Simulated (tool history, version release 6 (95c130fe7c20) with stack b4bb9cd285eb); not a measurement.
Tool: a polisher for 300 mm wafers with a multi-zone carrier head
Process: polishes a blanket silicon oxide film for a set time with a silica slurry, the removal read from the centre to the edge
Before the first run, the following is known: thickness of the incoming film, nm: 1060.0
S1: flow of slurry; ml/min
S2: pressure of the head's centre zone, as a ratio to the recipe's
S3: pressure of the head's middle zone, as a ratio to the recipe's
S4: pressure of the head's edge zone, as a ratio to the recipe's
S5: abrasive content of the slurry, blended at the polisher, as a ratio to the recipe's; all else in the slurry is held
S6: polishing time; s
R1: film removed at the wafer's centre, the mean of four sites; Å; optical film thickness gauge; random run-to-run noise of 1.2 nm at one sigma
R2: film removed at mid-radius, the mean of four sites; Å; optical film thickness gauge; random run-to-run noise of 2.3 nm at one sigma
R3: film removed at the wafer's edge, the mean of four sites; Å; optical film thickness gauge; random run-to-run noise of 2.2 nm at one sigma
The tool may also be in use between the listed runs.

run 1 hour=0 | S1=140 S2=1 S3=1 S4=1 S5=1 S6=71 | R1=1952.8 R2=1986.4 R3=1998
run 2 hour=6.6 | S1=125 S2=0.97 S3=1.03 S4=1.01 S5=1 S6=71 | R1=1854.6 R2=2003.6 R3=1943
run 3 hour=11.4 | S1=125 S2=0.97 S3=1.03 S4=1.01 S5=1 S6=60 | R1=1570.5 R2=1670.1 R3=1656.8
run 4 hour=17.3 | S1=125 S2=1.04 S3=1.03 S4=1.01 S5=1 S6=60 | R1=1661.2 R2=1690.6 R3=1624.1
run 5 hour=21.5 | S1=125 S2=1.04 S3=1.03 S4=1.01 S5=1 S6=73 | R1=2040.8 R2=2012.4 R3=1965
run 6 hour=25.3 | S1=125 S2=1.04 S3=1.03 S4=1.09 S5=1 S6=73 | R1=2039.4 R2=2012.8 R3=2072.3
run 7 hour=32.7 | S1=125 S2=1.04 S3=1.03 S4=1.09 S5=1 S6=73 | R1=2059.4 R2=2015.2 R3=2077.3

What will run 8 give?
run 8 hour=33.8 | S1=115 S2=0.99 S3=1.05 S4=1.08 S5=1 S6=73 | R1=? R2=? R3=?

For run 8 the tool returned R1 1878.2 Å, R2 2027.1 Å, R3 2026 Å.
